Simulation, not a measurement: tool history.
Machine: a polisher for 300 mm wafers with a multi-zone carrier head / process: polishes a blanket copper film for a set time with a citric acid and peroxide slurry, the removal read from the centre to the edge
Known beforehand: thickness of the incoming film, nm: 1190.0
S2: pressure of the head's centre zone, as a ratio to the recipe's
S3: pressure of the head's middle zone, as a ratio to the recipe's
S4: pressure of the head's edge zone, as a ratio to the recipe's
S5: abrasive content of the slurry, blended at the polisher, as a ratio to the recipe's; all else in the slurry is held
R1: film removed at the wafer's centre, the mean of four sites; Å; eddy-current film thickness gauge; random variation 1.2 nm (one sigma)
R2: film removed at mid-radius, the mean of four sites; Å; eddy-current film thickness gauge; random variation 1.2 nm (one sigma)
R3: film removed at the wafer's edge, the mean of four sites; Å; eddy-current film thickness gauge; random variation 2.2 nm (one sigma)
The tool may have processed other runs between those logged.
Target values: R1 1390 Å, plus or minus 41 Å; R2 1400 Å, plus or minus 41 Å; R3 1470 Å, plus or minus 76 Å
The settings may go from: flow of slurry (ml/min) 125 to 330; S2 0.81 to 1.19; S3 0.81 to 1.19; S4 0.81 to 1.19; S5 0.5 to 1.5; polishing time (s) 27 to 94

Run 1, hour 0: flow of slurry (ml/min) 210, S2 1, S3 1, S4 1, S5 1, polishing time (s) 60. Result: R1 2056.6 Å, R2 2087.3 Å, R3 2043.5 Å.
Run 2, hour 5.9: flow of slurry (ml/min) 205, S2 0.98, S3 0.97, S4 0.97, S5 0.9, polishing time (s) 58. Result: R1 1903.6 Å, R2 1893.4 Å, R3 1921.1 Å.
Run 3, hour 9.8: flow of slurry (ml/min) 205, S2 0.96, S3 0.96, S4 0.95, S5 0.8, polishing time (s) 56. Result: R1 1755.3 Å, R2 1802.7 Å, R3 1789.3 Å.
Run 4, hour 16.7: flow of slurry (ml/min) 250, S2 0.96, S3 0.96, S4 0.95, S5 0.8, polishing time (s) 56. Result: R1 1790.3 Å, R2 1811.7 Å, R3 1802.9 Å.
Run 5, hour 24.2: flow of slurry (ml/min) 250, S2 0.96, S3 0.96, S4 0.95, S5 0.7, polishing time (s) 56. Result: R1 1754.6 Å, R2 1767 Å, R3 1765.4 Å.
Run 6, hour 28.9: flow of slurry (ml/min) 250, S2 0.96, S3 0.96, S4 0.95, S5 0.7, polishing time (s) 64. Result: R1 2036.7 Å, R2 2026.6 Å, R3 1967.6 Å.
Run 7, hour 36.5: flow of slurry (ml/min) 250, S2 0.94, S3 0.93, S4 0.93, S5 0.65, polishing time (s) 61. Result: R1 1859.2 Å, R2 1889.5 Å, R3 1863.8 Å.
Run 8, hour 42.3: flow of slurry (ml/min) 250, S2 0.94, S3 0.91, S4 0.93, S5 0.6, polishing time (s) 58. Result: R1 1748.7 Å, R2 1706.2 Å, R3 1762 Å.
Run 9, hour 51: flow of slurry (ml/min) 250, S2 0.93, S3 0.9, S4 0.91, S5 0.6, polishing time (s) 56. Result: R1 1667.6 Å, R2 1630.7 Å, R3 1680.2 Å.
Run 10, hour 59: flow of slurry (ml/min) 245, S2 0.91, S3 0.89, S4 0.89, S5 0.6, polishing time (s) 55. Result: R1 1598.9 Å, R2 1604.1 Å, R3 1602.3 Å.
Run 11, hour 60.3: flow of slurry (ml/min) 240, S2 0.9, S3 0.87, S4 0.89, S5 0.6, polishing time (s) 55. Result: R1 1568.7 Å, R2 1577.1 Å, R3 1605 Å.
Run 12, hour 61.7: flow of slurry (ml/min) 235, S2 0.89, S3 0.86, S4 0.89, S5 0.6, polishing time (s) 55. Result: R1 1554.5 Å, R2 1519.7 Å, R3 1616.5 Å.
Run 13, hour 67.2: flow of slurry (ml/min) 225, S2 0.88, S3 0.85, S4 0.87, S5 0.6, polishing time (s) 55. Result: R1 1547.2 Å, R2 1489.8 Å, R3 1609.7 Å.
Run 14, hour 74.8: flow of slurry (ml/min) 195, S2 0.83, S3 0.88, S4 0.81, S5 0.5, polishing time (s) 52. Result: R1 1279.1 Å, R2 1423.8 Å, R3 1417.9 Å.
Run 15, hour 80.1: flow of slurry (ml/min) 200, S2 0.84, S3 0.87, S4 0.82, S5 0.5, polishing time (s) 52. Result: R1 1296 Å, R2 1398.5 Å, R3 1432.9 Å.

Which one of the following 4 next-run settings gets every result inside its allowed miss? There is exactly one.
Run A, hour 85.4: flow of slurry (ml/min) 180, S2 0.91, S3 1.03, S4 0.81, S5 0.5, polishing time (s) 48. Result: R1 ?, R2 ?, R3 ?.
Run B, hour 85.4: flow of slurry (ml/min) 260, S2 0.84, S3 0.83, S4 0.81, S5 0.5, polishing time (s) 53. Result: R1 ?, R2 ?, R3 ?.
Run C, hour 85.4: flow of slurry (ml/min) 245, S2 0.83, S3 0.96, S4 0.81, S5 0.5, polishing time (s) 47. Result: R1 ?, R2 ?, R3 ?.
Run D, hour 85.4: flow of slurry (ml/min) 165, S2 0.81, S3 0.93, S4 0.83, S5 0.6, polishing time (s) 50. Result: R1 ?, R2 ?, R3 ?.

move      R1      R2      R3
   A  1290.8  1455.3  1279.8
   B  1394.9  1417.6  1475.5
   C  1213.4    1408    1299
   D  1211.3  1414.1    1377
A: misses by more than the last run did
B: in spec on every target
C: misses by more than the last run did
D: misses by more than the last run did
Move B is the one to make.
